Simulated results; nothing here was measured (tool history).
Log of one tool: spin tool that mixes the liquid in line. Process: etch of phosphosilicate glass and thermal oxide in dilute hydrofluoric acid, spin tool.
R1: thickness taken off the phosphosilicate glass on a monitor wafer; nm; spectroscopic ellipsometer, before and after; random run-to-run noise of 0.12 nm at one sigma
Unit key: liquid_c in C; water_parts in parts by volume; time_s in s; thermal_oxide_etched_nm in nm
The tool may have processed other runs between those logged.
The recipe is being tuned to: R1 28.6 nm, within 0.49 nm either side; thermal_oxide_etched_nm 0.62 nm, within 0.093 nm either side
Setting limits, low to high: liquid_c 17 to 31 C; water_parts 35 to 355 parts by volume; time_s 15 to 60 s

Run 1, hour 0: liquid_c 23 C, water_parts 195 parts by volume, time_s 30 s. Result: R1 26.269 nm, thermal_oxide_etched_nm 0.59519 nm.
Run 2, hour 1.9: liquid_c 23.5 C, water_parts 195 parts by volume, time_s 30 s. Result: R1 26.845 nm, thermal_oxide_etched_nm 0.55957 nm.
Run 3, hour 4.1: liquid_c 23.5 C, water_parts 195 parts by volume, time_s 20 s. Result: R1 17.937 nm, thermal_oxide_etched_nm 0.4013 nm.
Run 4, hour 12.6: liquid_c 25.5 C, water_parts 185 parts by volume, time_s 20 s. Result: R1 20.483 nm, thermal_oxide_etched_nm 0.44006 nm.
Run 5, hour 16.2: liquid_c 26.5 C, water_parts 175 parts by volume, time_s 20 s. Result: R1 22.7 nm, thermal_oxide_etched_nm 0.51864 nm.
Run 6, hour 19: liquid_c 24.5 C, water_parts 175 parts by volume, time_s 20 s. Result: R1 21.274 nm, thermal_oxide_etched_nm 0.46745 nm.
Run 7, hour 27.9: liquid_c 26 C, water_parts 170 parts by volume, time_s 20 s. Result: R1 23.259 nm, thermal_oxide_etched_nm 0.50459 nm.
Run 8, hour 29.2: liquid_c 27 C, water_parts 170 parts by volume, time_s 20 s. Result: R1 23.795 nm, thermal_oxide_etched_nm 0.54342 nm.
Run 9, hour 29.9: liquid_c 28 C, water_parts 165 parts by volume, time_s 20 s. Result: R1 25.861 nm, thermal_oxide_etched_nm 0.54326 nm.
Run 10, hour 38: liquid_c 28.5 C, water_parts 165 parts by volume, time_s 20 s. Result: R1 26.283 nm, thermal_oxide_etched_nm 0.57442 nm.
Run 11, hour 42.3: liquid_c 29 C, water_parts 165 parts by volume, time_s 20 s. Result: R1 26.716 nm, thermal_oxide_etched_nm 0.58225 nm.
Run 12, hour 46.1: liquid_c 29.5 C, water_parts 165 parts by volume, time_s 20 s. Result: R1 27.171 nm, thermal_oxide_etched_nm 0.61018 nm.
Run 13, hour 51.5: liquid_c 30 C, water_parts 165 parts by volume, time_s 20 s. Result: R1 27.651 nm, thermal_oxide_etched_nm 0.60767 nm.
Run 14, hour 59.9: liquid_c 30 C, water_parts 165 parts by volume, time_s 20 s. Result: R1 27.748 nm, thermal_oxide_etched_nm 0.53681 nm.

Exactly one of the 4 candidate moves below puts every result within its allowed miss. Which one?
Run A, hour 68.3: liquid_c 25.5 C, water_parts 165 parts by volume, time_s 25 s. Result: R1 ?, thermal_oxide_etched_nm ?.
Run B, hour 68.3: liquid_c 31 C, water_parts 190 parts by volume, time_s 25 s. Result: R1 ?, thermal_oxide_etched_nm ?.
Run C, hour 68.3: liquid_c 31 C, water_parts 125 parts by volume, time_s 15 s. Result: R1 ?, thermal_oxide_etched_nm ?.
Run D, hour 68.3: liquid_c 27 C, water_parts 205 parts by volume, time_s 30 s. Result: R1 ?, thermal_oxide_etched_nm ?.

move      R1  thermal_oxide_etched_nm
   A   29.29                  0.60672
   B  30.052                  0.62251
   C  29.877                  0.61887
   D  28.534                  0.59106
A: carries the result that was furthest off beyond its target, to the other side
B: carries the result that was furthest off beyond its target, to the other side
C: carries the result that was furthest off beyond its target, to the other side
D: all results in spec
D meets every target.
